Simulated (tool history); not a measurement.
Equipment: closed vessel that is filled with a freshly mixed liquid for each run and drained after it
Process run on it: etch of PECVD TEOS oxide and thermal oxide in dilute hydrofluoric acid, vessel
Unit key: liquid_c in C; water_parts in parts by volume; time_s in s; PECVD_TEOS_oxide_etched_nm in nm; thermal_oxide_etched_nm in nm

run,hour,liquid_c,water_parts,time_s,PECVD_TEOS_oxide_etched_nm,thermal_oxide_etched_nm
1,0.0,26.0,165,160,30.055,4.3369
2,4.1,27.5,160,160,33.429,4.7035
3,12.0,29.5,160,160,36.140,5.0646
4,13.7,30.0,155,160,37.689,5.3628
5,15.6,31.5,155,160,40.006,5.6814
6,20.8,32.0,150,160,42.218,6.0057
7,22.4,32.5,145,160,44.796,6.3521

For run 8, what comes out?
8,29.1,32.5,140,160,?,?

{"run 8": {"PECVD_TEOS_oxide_etched_nm": 46.525, "thermal_oxide_etched_nm": 6.712}}

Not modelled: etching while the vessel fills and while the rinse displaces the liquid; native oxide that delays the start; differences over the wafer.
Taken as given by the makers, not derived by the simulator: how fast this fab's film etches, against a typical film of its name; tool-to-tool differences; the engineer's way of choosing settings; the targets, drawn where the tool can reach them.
